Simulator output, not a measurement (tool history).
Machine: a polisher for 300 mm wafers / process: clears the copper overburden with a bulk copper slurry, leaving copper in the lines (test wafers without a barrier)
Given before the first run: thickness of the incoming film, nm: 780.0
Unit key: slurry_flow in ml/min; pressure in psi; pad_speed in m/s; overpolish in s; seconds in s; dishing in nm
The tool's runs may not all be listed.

run 1 hour=0 | slurry_flow=305 pressure=2.1 pad_speed=1.12 slurry_solids=1 overpolish=25 | seconds=96.228 dishing=85.845
run 2 hour=6.7 | slurry_flow=305 pressure=2.3 pad_speed=1.12 slurry_solids=1 overpolish=24 | seconds=90.492 dishing=87.682
run 3 hour=13.2 | slurry_flow=305 pressure=2.5 pad_speed=1.14 slurry_solids=1 overpolish=24 | seconds=83.936 dishing=93.363
run 4 hour=17.6 | slurry_flow=305 pressure=2.6 pad_speed=1.16 slurry_solids=1 overpolish=24 | seconds=78.732 dishing=96.943
run 5 hour=20.2 | slurry_flow=305 pressure=2.7 pad_speed=1.18 slurry_solids=1 overpolish=24 | seconds=74.288 dishing=99.821
run 6 hour=23.4 | slurry_flow=305 pressure=2.8 pad_speed=1.18 slurry_solids=1 overpolish=24 | seconds=74.305 dishing=102.93
run 7 hour=31 | slurry_flow=305 pressure=2.9 pad_speed=1.2 slurry_solids=1 overpolish=23 | seconds=70.044 dishing=104.21

For run 8, what comes out?
run 8 hour=33 | slurry_flow=305 pressure=3 pad_speed=1.22 slurry_solids=1 overpolish=23 | seconds=? dishing=?

{"run 8": {"seconds": 66.471, "dishing": 106.18}}

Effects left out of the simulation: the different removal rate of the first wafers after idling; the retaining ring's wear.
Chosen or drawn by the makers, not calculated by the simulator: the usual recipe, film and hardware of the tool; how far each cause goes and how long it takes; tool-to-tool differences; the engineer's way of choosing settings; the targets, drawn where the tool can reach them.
